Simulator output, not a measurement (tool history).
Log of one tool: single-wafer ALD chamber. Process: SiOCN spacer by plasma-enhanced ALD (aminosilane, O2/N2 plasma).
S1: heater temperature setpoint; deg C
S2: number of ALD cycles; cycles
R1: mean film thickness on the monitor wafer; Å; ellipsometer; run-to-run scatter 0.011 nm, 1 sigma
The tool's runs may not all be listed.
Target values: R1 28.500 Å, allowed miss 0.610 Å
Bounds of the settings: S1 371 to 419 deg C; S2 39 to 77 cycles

run 1 hour=0.0 | S1=395 S2=58 | R1=33.046
run 2 hour=7.8 | S1=395 S2=56 | R1=31.863
run 3 hour=13.9 | S1=386 S2=56 | R1=32.103
run 4 hour=21.6 | S1=386 S2=54 | R1=31.021
run 5 hour=30.5 | S1=392 S2=54 | R1=30.867
run 6 hour=33.0 | S1=392 S2=60 | R1=34.321
run 7 hour=33.9 | S1=392 S2=60 | R1=34.227
run 8 hour=34.6 | S1=392 S2=57 | R1=32.532
run 9 hour=42.3 | S1=392 S2=55 | R1=31.551
run 10 hour=48.5 | S1=392 S2=53 | R1=30.240
run 11 hour=53.6 | S1=392 S2=52 | R1=29.651

Below are 5 possible settings for the next run. Only one of them brings all results inside the allowed miss of their targets. Which is it?
run A hour=58.7 | S1=387 S2=52 | R1=?
run B hour=58.7 | S1=392 S2=54 | R1=?
run C hour=58.7 | S1=386 S2=47 | R1=?
run D hour=58.7 | S1=386 S2=50 | R1=?
run E hour=58.7 | S1=391 S2=54 | R1=?

move=A R1=29.625
move=B R1=30.764
move=C R1=26.776
move=D R1=28.486
move=E R1=30.764
A: no nearer and no further than the last run
B: lands further from the targets than the last run did
C: moves the result that the last run missed by most past its target, out the other side
D: all results in spec
E: lands further from the targets than the last run did
Go with D: it meets all targets.
